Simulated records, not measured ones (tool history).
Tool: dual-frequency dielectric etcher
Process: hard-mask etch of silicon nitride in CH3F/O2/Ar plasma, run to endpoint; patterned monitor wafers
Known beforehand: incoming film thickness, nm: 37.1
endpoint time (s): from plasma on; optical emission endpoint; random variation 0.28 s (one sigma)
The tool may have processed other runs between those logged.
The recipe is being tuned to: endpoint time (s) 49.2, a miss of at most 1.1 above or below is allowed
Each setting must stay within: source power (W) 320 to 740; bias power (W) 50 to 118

run  hour  source power (W)  bias power (W)  endpoint time (s)
  1     0               530              84             41.969
  2   6.4               530              74             43.714
  3   9.2               530              61             46.792
  4  12.1               590              61             44.198
  5  15.9               550              61             45.717
  6  23.4               530              60             46.648
  7  26.1               520              60             47.205
  8  31.6               470              58             50.845
  9  38.5               470              58             50.355

Consider the 5 candidate settings below. Which is the only one whose results all fall within their allowed miss of target?
  A  45.4               480              53                  ?
  B  45.4               470              64                  ?
  C  45.4               490              50                  ?
  D  45.4               460              55                  ?
  E  45.4               380              70                  ?

move  endpoint time (s)
   A             51.133
   B             48.675
   C             51.495
   D             51.702
   E             53.053
A: the biggest miss grows against the last run
B: every result within its allowed miss
C: the biggest miss grows against the last run
D: the biggest miss grows against the last run
E: the biggest miss grows against the last run
Move B is the one to make.
